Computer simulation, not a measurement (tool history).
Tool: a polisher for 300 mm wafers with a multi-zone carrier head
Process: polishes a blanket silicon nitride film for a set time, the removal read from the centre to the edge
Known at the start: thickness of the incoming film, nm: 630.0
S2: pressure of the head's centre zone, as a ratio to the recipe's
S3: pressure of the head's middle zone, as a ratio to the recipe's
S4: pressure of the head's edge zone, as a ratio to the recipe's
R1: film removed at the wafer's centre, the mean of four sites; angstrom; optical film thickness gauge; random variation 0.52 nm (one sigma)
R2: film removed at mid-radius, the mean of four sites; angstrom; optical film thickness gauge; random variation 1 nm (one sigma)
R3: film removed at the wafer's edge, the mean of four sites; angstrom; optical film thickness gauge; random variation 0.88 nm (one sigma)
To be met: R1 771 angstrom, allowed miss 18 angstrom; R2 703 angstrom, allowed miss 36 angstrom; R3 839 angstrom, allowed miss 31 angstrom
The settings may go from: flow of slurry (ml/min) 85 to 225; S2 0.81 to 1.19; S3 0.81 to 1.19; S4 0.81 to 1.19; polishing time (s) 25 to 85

run 1 hour=0 | flow_of_slurry_(ml/min)=145 S2=1 S3=1 S4=1 polishing_time_(s)=55 | R1=1306.5 R2=1330.4 R3=1339.6
run 2 hour=8.8 | flow_of_slurry_(ml/min)=145 S2=1 S3=1.07 S4=1 polishing_time_(s)=55 | R1=1323.8 R2=1363.1 R3=1337.8
run 3 hour=15.9 | flow_of_slurry_(ml/min)=145 S2=1 S3=1.07 S4=1.04 polishing_time_(s)=55 | R1=1323.9 R2=1401.7 R3=1357.4
run 4 hour=22.8 | flow_of_slurry_(ml/min)=135 S2=0.99 S3=1 S4=1.01 polishing_time_(s)=49 | R1=1132.7 R2=1120.4 R3=1186.8
run 5 hour=27.8 | flow_of_slurry_(ml/min)=130 S2=0.98 S3=0.98 S4=0.98 polishing_time_(s)=45 | R1=1035.1 R2=1041.8 R3=1056
run 6 hour=33.8 | flow_of_slurry_(ml/min)=130 S2=0.9 S3=0.98 S4=0.98 polishing_time_(s)=45 | R1=945 R2=996.86 R3=1034.8
run 7 hour=41 | flow_of_slurry_(ml/min)=120 S2=0.91 S3=0.94 S4=0.98 polishing_time_(s)=43 | R1=897.59 R2=951.88 R3=980.29
run 8 hour=46.7 | flow_of_slurry_(ml/min)=140 S2=0.91 S3=0.91 S4=0.99 polishing_time_(s)=39 | R1=843.58 R2=820.37 R3=954.71
run 9 hour=55.3 | flow_of_slurry_(ml/min)=140 S2=0.91 S3=0.89 S4=0.97 polishing_time_(s)=38 | R1=816.38 R2=830.6 R3=918.32
run 10 hour=62.2 | flow_of_slurry_(ml/min)=135 S2=0.93 S3=0.87 S4=0.98 polishing_time_(s)=37 | R1=797.63 R2=761.94 R3=880.79
run 11 hour=68.1 | flow_of_slurry_(ml/min)=130 S2=0.93 S3=0.86 S4=0.98 polishing_time_(s)=37 | R1=793.23 R2=736.59 R3=883.57
run 12 hour=70.8 | flow_of_slurry_(ml/min)=125 S2=0.93 S3=0.86 S4=0.98 polishing_time_(s)=37 | R1=784.33 R2=745.6 R3=868.63

Which of these 5 next moves meets every target?
run A hour=73.5 | flow_of_slurry_(ml/min)=130 S2=0.87 S3=0.85 S4=1.05 polishing_time_(s)=38 | R1=? R2=? R3=?
run B hour=73.5 | flow_of_slurry_(ml/min)=145 S2=0.88 S3=0.81 S4=1.1 polishing_time_(s)=37 | R1=? R2=? R3=?
run C hour=73.5 | flow_of_slurry_(ml/min)=125 S2=0.86 S3=0.89 S4=0.97 polishing_time_(s)=39 | R1=? R2=? R3=?
run D hour=73.5 | flow_of_slurry_(ml/min)=90 S2=0.91 S3=1.02 S4=0.83 polishing_time_(s)=40 | R1=? R2=? R3=?
run E hour=73.5 | flow_of_slurry_(ml/min)=120 S2=1 S3=0.9 S4=1.1 polishing_time_(s)=34 | R1=? R2=? R3=?

move=A R1=765.71 R2=773.22 R3=943.8
move=B R1=775.34 R2=742.28 R3=956.33
move=C R1=768.85 R2=816.23 R3=928.3
move=D R1=738.52 R2=845.41 R3=830
move=E R1=763.75 R2=709.85 R3=849.55
A: further off than the last run
B: further off than the last run
C: further off than the last run
D: further off than the last run
E: meets every target
The right move is E.
